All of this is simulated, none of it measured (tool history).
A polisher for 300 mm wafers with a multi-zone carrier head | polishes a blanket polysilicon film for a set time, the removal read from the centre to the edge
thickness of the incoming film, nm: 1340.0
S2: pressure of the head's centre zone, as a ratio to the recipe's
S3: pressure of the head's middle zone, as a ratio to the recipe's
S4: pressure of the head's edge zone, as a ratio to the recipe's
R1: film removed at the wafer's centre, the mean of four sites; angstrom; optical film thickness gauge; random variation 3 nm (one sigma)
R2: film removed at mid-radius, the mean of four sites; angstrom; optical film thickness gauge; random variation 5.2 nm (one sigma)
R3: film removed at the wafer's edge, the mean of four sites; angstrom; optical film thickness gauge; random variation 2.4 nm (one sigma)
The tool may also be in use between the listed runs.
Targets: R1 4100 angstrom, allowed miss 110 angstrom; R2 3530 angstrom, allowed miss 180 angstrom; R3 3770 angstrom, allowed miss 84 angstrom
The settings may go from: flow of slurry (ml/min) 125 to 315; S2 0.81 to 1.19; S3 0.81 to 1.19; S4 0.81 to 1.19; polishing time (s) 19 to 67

{"run": 1, "hour": 0.0, "flow of slurry (ml/min)": 205, "S2": 1, "S3": 1, "S4": 1, "polishing time (s)": 43, "R1": 4135.6, "R2": 4253.2, "R3": 4179.9}
{"run": 2, "hour": 3.3, "flow of slurry (ml/min)": 205, "S2": 0.97, "S3": 1, "S4": 1, "polishing time (s)": 43, "R1": 3913.9, "R2": 4135.4, "R3": 4205.9}
{"run": 3, "hour": 6.8, "flow of slurry (ml/min)": 200, "S2": 0.98, "S3": 0.98, "S4": 0.98, "polishing time (s)": 43, "R1": 3929.1, "R2": 4072, "R3": 4109.4}
{"run": 4, "hour": 10.3, "flow of slurry (ml/min)": 195, "S2": 0.99, "S3": 0.96, "S4": 0.97, "polishing time (s)": 43, "R1": 4049.1, "R2": 4077.1, "R3": 4098.6}
{"run": 5, "hour": 12.0, "flow of slurry (ml/min)": 190, "S2": 0.99, "S3": 0.94, "S4": 0.96, "polishing time (s)": 43, "R1": 4008.4, "R2": 3908.8, "R3": 4034.9}
{"run": 6, "hour": 18.8, "flow of slurry (ml/min)": 190, "S2": 0.99, "S3": 0.94, "S4": 0.96, "polishing time (s)": 47, "R1": 4369, "R2": 4379.4, "R3": 4440}
{"run": 7, "hour": 23.0, "flow of slurry (ml/min)": 185, "S2": 0.99, "S3": 0.92, "S4": 0.95, "polishing time (s)": 46, "R1": 4231.1, "R2": 4070.9, "R3": 4326.8}
{"run": 8, "hour": 30.0, "flow of slurry (ml/min)": 185, "S2": 0.99, "S3": 0.92, "S4": 0.95, "polishing time (s)": 46, "R1": 4261.5, "R2": 4213, "R3": 4330.3}
{"run": 9, "hour": 31.1, "flow of slurry (ml/min)": 185, "S2": 1, "S3": 0.9, "S4": 0.94, "polishing time (s)": 45, "R1": 4241.7, "R2": 4074.5, "R3": 4202.4}
{"run": 10, "hour": 33.3, "flow of slurry (ml/min)": 175, "S2": 1.01, "S3": 0.89, "S4": 0.93, "polishing time (s)": 45, "R1": 4219.1, "R2": 4005.2, "R3": 4187.5}
{"run": 11, "hour": 37.7, "flow of slurry (ml/min)": 175, "S2": 1.02, "S3": 0.88, "S4": 0.92, "polishing time (s)": 44, "R1": 4152.2, "R2": 3878.5, "R3": 4060.6}
{"run": 12, "hour": 46.5, "flow of slurry (ml/min)": 170, "S2": 1.03, "S3": 0.87, "S4": 0.91, "polishing time (s)": 44, "R1": 4175.3, "R2": 3852.4, "R3": 4007.2}
{"run": 13, "hour": 47.5, "flow of slurry (ml/min)": 165, "S2": 1.04, "S3": 0.86, "S4": 0.91, "polishing time (s)": 44, "R1": 4155.6, "R2": 3684.1, "R3": 3935.1}
{"run": 14, "hour": 56.3, "flow of slurry (ml/min)": 160, "S2": 1.04, "S3": 0.86, "S4": 0.91, "polishing time (s)": 44, "R1": 4146.1, "R2": 3714.1, "R3": 3946}
{"hour": 58.6, "done": "worn pad replaced by a new one"}
{"run": 15, "hour": 58.6, "flow of slurry (ml/min)": 155, "S2": 1.04, "S3": 0.86, "S4": 0.91, "polishing time (s)": 44, "R1": 4477.1, "R2": 3965.7, "R3": 4244.6}
{"run": 16, "hour": 64.6, "flow of slurry (ml/min)": 160, "S2": 1.04, "S3": 0.85, "S4": 0.91, "polishing time (s)": 44, "R1": 4470.2, "R2": 4145.3, "R3": 4334.9}
{"run": 17, "hour": 69.6, "flow of slurry (ml/min)": 175, "S2": 1.04, "S3": 0.85, "S4": 0.91, "polishing time (s)": 44, "R1": 4620.4, "R2": 4082.9, "R3": 4349.5}
{"run": 18, "hour": 75.2, "flow of slurry (ml/min)": 190, "S2": 1.02, "S3": 0.81, "S4": 0.84, "polishing time (s)": 38, "R1": 4000.2, "R2": 3435.1, "R3": 3628}
{"run": 19, "hour": 76.6, "flow of slurry (ml/min)": 190, "S2": 1.02, "S3": 0.81, "S4": 0.84, "polishing time (s)": 38, "R1": 3964.4, "R2": 3494.2, "R3": 3691.4}
{"run": 20, "hour": 84.9, "flow of slurry (ml/min)": 195, "S2": 1.02, "S3": 0.81, "S4": 0.84, "polishing time (s)": 38, "R1": 3972.3, "R2": 3584.1, "R3": 3662}

Which of these 4 next moves meets every target?
{"run": "A", "hour": 93.2, "flow of slurry (ml/min)": 170, "S2": 1.13, "S3": 0.81, "S4": 0.85, "polishing time (s)": 39, "R1": "?", "R2": "?", "R3": "?"}
{"run": "B", "hour": 93.2, "flow of slurry (ml/min)": 155, "S2": 1.1, "S3": 0.87, "S4": 0.81, "polishing time (s)": 38, "R1": "?", "R2": "?", "R3": "?"}
{"run": "C", "hour": 93.2, "flow of slurry (ml/min)": 170, "S2": 1.03, "S3": 0.81, "S4": 0.82, "polishing time (s)": 40, "R1": "?", "R2": "?", "R3": "?"}
{"run": "D", "hour": 93.2, "flow of slurry (ml/min)": 170, "S2": 0.99, "S3": 0.84, "S4": 0.88, "polishing time (s)": 39, "R1": "?", "R2": "?", "R3": "?"}

move=A R1=4429.4 R2=3517.3 R3=3679.1
move=B R1=4114.4 R2=3527.9 R3=3459.9
move=C R1=4138.2 R2=3609.5 R3=3714
move=D R1=3877.6 R2=3605.2 R3=3735.9
A: further off than the last run
B: further off than the last run
C: meets every target
D: brings the result that was furthest off to its target, and leaves another outside
Move C is the one to make.
